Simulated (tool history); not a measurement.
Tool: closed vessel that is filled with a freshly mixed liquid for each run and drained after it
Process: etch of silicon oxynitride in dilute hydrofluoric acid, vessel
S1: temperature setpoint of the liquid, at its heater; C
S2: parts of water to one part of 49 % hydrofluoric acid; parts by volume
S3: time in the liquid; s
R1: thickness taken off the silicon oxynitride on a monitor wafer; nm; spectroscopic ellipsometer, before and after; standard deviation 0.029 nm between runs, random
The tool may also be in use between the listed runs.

run 1 hour=0.0 | S1=25.0 S2=240 S3=785 | R1=13.2470
run 2 hour=2.0 | S1=28.5 S2=240 S3=785 | R1=15.3840
run 3 hour=3.5 | S1=25.5 S2=250 S3=785 | R1=12.8590
run 4 hour=5.0 | S1=23.5 S2=260 S3=785 | R1=11.1670
run 5 hour=8.6 | S1=22.0 S2=265 S3=785 | R1=10.2700
run 6 hour=10.9 | S1=19.0 S2=265 S3=785 | R1=9.0299
run 7 hour=19.1 | S1=19.0 S2=265 S3=785 | R1=8.9996

Estimate the outcome of run 8 from the log above:
run 8 hour=22.9 | S1=18.5 S2=270 S3=785 | R1=?

{"run 8": {"R1": 8.5748}}

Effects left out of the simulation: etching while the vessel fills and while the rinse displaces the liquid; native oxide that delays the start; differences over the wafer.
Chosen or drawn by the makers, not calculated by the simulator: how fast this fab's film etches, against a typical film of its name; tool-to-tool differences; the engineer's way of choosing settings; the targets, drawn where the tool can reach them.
